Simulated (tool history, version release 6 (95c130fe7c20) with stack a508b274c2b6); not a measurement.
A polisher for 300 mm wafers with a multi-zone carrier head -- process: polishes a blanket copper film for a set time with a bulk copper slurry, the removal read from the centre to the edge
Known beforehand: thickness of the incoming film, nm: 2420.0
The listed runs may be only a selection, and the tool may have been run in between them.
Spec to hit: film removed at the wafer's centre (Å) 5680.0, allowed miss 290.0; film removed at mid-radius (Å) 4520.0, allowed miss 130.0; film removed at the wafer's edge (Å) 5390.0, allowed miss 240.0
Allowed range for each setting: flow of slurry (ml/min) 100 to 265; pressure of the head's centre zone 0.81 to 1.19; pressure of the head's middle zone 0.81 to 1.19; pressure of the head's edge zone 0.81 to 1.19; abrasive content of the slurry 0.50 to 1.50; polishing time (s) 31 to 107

run  hour  flow of slurry (ml/min)  pressure of the head's centre zone  pressure of the head's middle zone  pressure of the head's edge zone  abrasive content of the slurry  polishing time (s)  film removed at the wafer's centre (Å)  film removed at mid-radius (Å)  film removed at the wafer's edge (Å)
  1   0.0                      170                                1.00                                1.00                              1.00                            1.00                  69                                  8827.3                          8767.9                                8336.3
  2   2.6                      170                                0.95                                1.00                              1.00                            1.00                  69                                  8058.2                          8651.3                                8514.2
  3   7.7                      165                                0.96                                0.97                              1.01                            0.95                  66                                  7821.9                          7992.8                                7930.4
  4  15.4                      165                                0.96                                0.97                              1.01                            0.95                  79                                  9470.9                          9557.5                                9511.6
  5  19.9                      160                                0.97                                0.95                              1.03                            0.90                  74                                  8471.6                          8651.9                                8786.5
  6  21.2                      160                                0.97                                0.95                              1.03                            0.90                  87                                 10389.0                         10111.0                               10531.0
  7  25.1                      150                                0.99                                0.93                              1.05                            0.85                  81                                  9766.6                          9031.9                                9688.0
  8  27.0                      145                                1.00                                0.91                              1.05                            0.80                  76                                  8726.2                          8138.3                                9021.7
  9  31.9                      140                                1.02                                0.90                              1.03                            0.75                  72                                  8335.2                          7520.3                                8138.6
 10  34.2                      140                                1.02                                0.90                              1.03                            0.75                  72                                  8488.1                          7678.0                                8100.7
 11  37.2                      135                                1.03                                0.89                              1.04                            0.70                  68                                  7948.6                          6904.7                                7653.1
     43.8  -- edge zone pressure recalibrated
 12  43.8                      130                                1.03                                0.88                              1.04                            0.65                  65                                  7341.1                          6439.6                                7410.8
 13  45.5                      130                                1.04                                0.87                              1.03                            0.65                  63                                  7307.7                          6143.5                                7068.6
 14  49.6                      130                                1.04                                0.86                              1.02                            0.65                  61                                  6980.1                          5873.1                                6768.4
 15  51.3                      130                                1.04                                0.85                              1.01                            0.65                  60                                  6779.1                          5757.2                                6684.6
 16  53.1                      130                                1.05                                0.84                              1.00                            0.65                  59                                  6713.5                          5552.4                                6673.9

Which of these 4 next moves meets every target?
  A  54.9                      125                                1.08                                0.82                              0.99                            0.50                  52                                       ?                               ?                                     ?
  B  54.9                      105                                0.98                                0.86                              0.99                            0.55                  52                                       ?                               ?                                     ?
  C  54.9                      120                                1.17                                0.82                              1.01                            0.60                  44                                       ?                               ?                                     ?
  D  54.9                      100                                0.81                                0.93                              1.04                            0.90                  72                                       ?                               ?                                     ?

move  film removed at the wafer's centre (Å)  film removed at mid-radius (Å)  film removed at the wafer's edge (Å)
   A                                  5703.5                          4501.5                                5497.0
   B                                  5056.6                          4602.2                                5462.9
   C                                  5393.2                          3929.5                                4856.0
   D                                  6365.1                          7506.3                                8552.6
A: every result lands within tolerance
B: gets the furthest-off result to its target, but another result is out of tolerance
C: takes the result that was furthest off past its target
D: the biggest miss grows against the last run
The move that meets every target is A.
